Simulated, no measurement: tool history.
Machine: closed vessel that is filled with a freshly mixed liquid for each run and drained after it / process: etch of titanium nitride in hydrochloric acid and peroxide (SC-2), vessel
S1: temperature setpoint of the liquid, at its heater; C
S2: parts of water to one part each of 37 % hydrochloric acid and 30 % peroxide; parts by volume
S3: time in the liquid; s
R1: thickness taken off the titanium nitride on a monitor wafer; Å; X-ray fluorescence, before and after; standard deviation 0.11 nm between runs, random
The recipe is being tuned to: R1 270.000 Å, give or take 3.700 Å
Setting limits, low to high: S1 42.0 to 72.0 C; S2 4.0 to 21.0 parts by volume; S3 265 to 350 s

| run | hour | S1 | S2 | S3 | R1 |
|---|---|---|---|---|---|
| 1 | 0.0 | 58.0 | 11.5 | 350 | 209.600 |
| 2 | 7.9 | 53.0 | 11.5 | 350 | 150.570 |
| 3 | 9.4 | 53.0 | 14.5 | 350 | 124.400 |
| 4 | 10.4 | 53.0 | 14.5 | 265 | 93.852 |
| 5 | 17.9 | 57.5 | 14.5 | 265 | 125.950 |
| 6 | 22.7 | 61.5 | 14.5 | 265 | 160.930 |
| 7 | 28.5 | 64.0 | 14.5 | 265 | 188.800 |
| 8 | 29.4 | 66.0 | 14.5 | 265 | 213.150 |
| 9 | 36.6 | 67.0 | 14.5 | 265 | 224.550 |
| 10 | 38.2 | 68.0 | 14.5 | 265 | 239.620 |
| 11 | 46.0 | 68.5 | 14.5 | 265 | 247.030 |
| 12 | 48.8 | 69.0 | 14.5 | 265 | 254.770 |
| 13 | 56.1 | 69.5 | 14.5 | 265 | 262.470 |

5 next moves are on the table. One of them brings every result within its allowed miss. Which?
| A | 63.4 | 67.5 | 14.5 | 295 | ? |
| B | 63.4 | 67.5 | 17.5 | 335 | ? |
| C | 63.4 | 72.0 | 17.0 | 265 | ? |
| D | 63.4 | 68.0 | 13.0 | 265 | ? |
| E | 63.4 | 71.0 | 16.5 | 280 | ? |

| move | R1 |
|---|---|
| A | 260.150 |
| B | 249.980 |
| C | 264.920 |
| D | 264.890 |
| E | 271.120 |
A: the biggest miss grows against the last run
B: the biggest miss grows against the last run
C: moves toward the targets from the last run without getting all of them in spec
D: moves toward the targets from the last run without getting all of them in spec
E: all results land within tolerance of their targets
Correct choice: E, which meets every target

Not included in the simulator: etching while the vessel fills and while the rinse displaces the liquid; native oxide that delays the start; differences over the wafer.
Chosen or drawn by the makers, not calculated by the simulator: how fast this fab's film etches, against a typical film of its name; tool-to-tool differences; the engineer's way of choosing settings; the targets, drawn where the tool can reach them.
